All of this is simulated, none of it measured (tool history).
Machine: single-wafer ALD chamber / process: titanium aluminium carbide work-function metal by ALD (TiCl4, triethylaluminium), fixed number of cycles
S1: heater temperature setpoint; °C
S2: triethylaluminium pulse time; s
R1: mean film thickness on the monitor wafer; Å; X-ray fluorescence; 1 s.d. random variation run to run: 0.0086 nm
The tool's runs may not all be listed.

run,hour,S1,S2,R1
1,0.0,280,9.21,18.004
2,0.6,280,10.51,18.437
3,6.1,275,10.51,17.799
4,8.8,277,10.64,18.082
5,12.7,277,11.96,18.277
6,21.4,283,11.96,18.686

Expected results for the next run?
7,30.0,285,12.17,?

{"run 7": {"R1": 19.03}}
